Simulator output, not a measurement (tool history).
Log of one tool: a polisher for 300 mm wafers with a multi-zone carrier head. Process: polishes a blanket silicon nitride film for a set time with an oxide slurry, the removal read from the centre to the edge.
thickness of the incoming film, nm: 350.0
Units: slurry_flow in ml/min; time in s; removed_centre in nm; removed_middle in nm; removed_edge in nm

| run | hour | slurry_flow | centre_zone | middle_zone | edge_zone | slurry_solids | time | removed_centre | removed_middle | removed_edge |
|---|---|---|---|---|---|---|---|---|---|---|
| 1 | 0 | 175 | 1 | 1 | 1 | 1 | 39 | 21.764 | 22.015 | 21.604 |
| 2 | 4.6 | 170 | 1.01 | 1.01 | 0.97 | 1 | 39 | 22.328 | 21.494 | 21.299 |
| 3 | 10.5 | 170 | 1.01 | 1.04 | 0.95 | 0.95 | 39 | 21.309 | 21.974 | 20.588 |
| 4 | 17.8 | 170 | 1.01 | 0.97 | 0.95 | 0.95 | 39 | 21.078 | 20.624 | 20.431 |
| 5 | 26.7 | 170 | 1.01 | 0.97 | 0.95 | 0.95 | 46 | 25.076 | 24.532 | 24.446 |
| 6 | 33.9 | 170 | 1.01 | 0.97 | 0.95 | 0.95 | 40 | 21.798 | 21.08 | 21.235 |
| 7 | 39.9 | 170 | 1.02 | 0.99 | 0.93 | 0.9 | 40 | 20.873 | 20.917 | 20.613 |

Forecast run 8:
| 8 | 41.9 | 170 | 1.05 | 1.02 | 0.91 | 0.9 | 39 | ? | ? | ? |

removed_centre: 21.798 nm
removed_middle: 20.852 nm
removed_edge: 19.437 nm

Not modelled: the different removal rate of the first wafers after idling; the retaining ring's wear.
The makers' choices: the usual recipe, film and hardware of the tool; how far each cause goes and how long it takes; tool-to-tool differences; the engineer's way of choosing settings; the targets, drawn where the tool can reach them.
